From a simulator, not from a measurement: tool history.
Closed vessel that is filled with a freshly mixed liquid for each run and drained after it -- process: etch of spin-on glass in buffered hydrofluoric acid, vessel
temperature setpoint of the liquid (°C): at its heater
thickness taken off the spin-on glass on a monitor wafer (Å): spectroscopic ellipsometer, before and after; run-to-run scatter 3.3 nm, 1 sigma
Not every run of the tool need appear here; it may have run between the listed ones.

run,hour,temperature setpoint of the liquid (°C),parts of 40 % ammonium fluoride to one part of 49 % hydrofluoric acid (parts by volume),time in the liquid (s),thickness taken off the spin-on glass on a monitor wafer (Å)
1,0.0,21.0,11.5,35,1219.90
2,8.5,21.0,13.0,35,1056.20
3,16.3,21.0,14.5,35,973.81
4,17.8,22.0,13.0,35,1153.70
5,25.5,19.5,13.0,35,986.46
6,30.6,21.0,12.0,35,1180.40
# hour 31.6: thermometer replaced
7,31.6,22.0,11.0,35,1482.00
8,34.6,23.0,10.5,35,1693.00
9,38.7,24.0,10.5,35,1784.20
10,41.9,24.5,10.0,35,1908.60
11,46.7,25.0,9.5,35,2047.80
12,50.6,25.5,9.0,35,2155.50

Run 13 is up next; what results do you expect?
13,52.2,26.0,8.5,35,?

thickness taken off the spin-on glass on a monitor wafer (Å): 2355.70

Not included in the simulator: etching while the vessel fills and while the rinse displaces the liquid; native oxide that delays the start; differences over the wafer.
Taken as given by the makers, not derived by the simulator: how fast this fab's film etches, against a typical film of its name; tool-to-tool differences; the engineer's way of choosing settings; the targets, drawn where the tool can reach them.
